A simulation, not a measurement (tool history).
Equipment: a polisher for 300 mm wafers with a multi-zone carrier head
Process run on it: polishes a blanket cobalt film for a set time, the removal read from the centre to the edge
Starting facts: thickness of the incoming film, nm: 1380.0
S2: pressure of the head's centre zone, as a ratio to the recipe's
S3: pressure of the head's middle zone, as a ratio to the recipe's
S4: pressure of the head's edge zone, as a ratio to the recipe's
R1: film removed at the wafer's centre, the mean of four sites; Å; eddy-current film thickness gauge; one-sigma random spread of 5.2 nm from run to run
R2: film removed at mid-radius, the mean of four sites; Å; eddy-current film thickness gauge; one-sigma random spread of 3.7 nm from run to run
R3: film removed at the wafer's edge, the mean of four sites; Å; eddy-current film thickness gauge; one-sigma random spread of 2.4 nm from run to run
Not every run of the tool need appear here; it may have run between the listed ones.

Run 1, hour 0.0: flow of slurry (ml/min) 130, S2 1.00, S3 1.00, S4 1.00, polishing time (s) 83. Result: R1 2671.2 Å, R2 2705.9 Å, R3 2765.3 Å.
Run 2, hour 7.4: flow of slurry (ml/min) 150, S2 1.02, S3 1.06, S4 1.01, polishing time (s) 87. Result: R1 2974.4 Å, R2 3178.2 Å, R3 3033.2 Å.
Run 3, hour 9.8: flow of slurry (ml/min) 150, S2 1.06, S3 1.06, S4 1.01, polishing time (s) 87. Result: R1 3120.7 Å, R2 3133.0 Å, R3 3044.5 Å.
Run 4, hour 17.1: flow of slurry (ml/min) 180, S2 1.06, S3 1.06, S4 1.01, polishing time (s) 87. Result: R1 3307.1 Å, R2 3311.6 Å, R3 3175.1 Å.
Run 5, hour 19.7: flow of slurry (ml/min) 180, S2 1.14, S3 1.06, S4 1.01, polishing time (s) 87. Result: R1 3640.9 Å, R2 3354.9 Å, R3 3125.1 Å.
Run 6, hour 27.6: flow of slurry (ml/min) 185, S2 1.13, S3 1.10, S4 1.01, polishing time (s) 89. Result: R1 3680.2 Å, R2 3485.8 Å, R3 3208.5 Å.

What does the tool deliver on the next run?
Run 7, hour 29.3: flow of slurry (ml/min) 195, S2 1.03, S3 1.19, S4 0.91, polishing time (s) 101. Result: R1 ?, R2 ?, R3 ?.

R1: 3825.6 Å
R2: 4378.5 Å
R3: 3537.5 Å

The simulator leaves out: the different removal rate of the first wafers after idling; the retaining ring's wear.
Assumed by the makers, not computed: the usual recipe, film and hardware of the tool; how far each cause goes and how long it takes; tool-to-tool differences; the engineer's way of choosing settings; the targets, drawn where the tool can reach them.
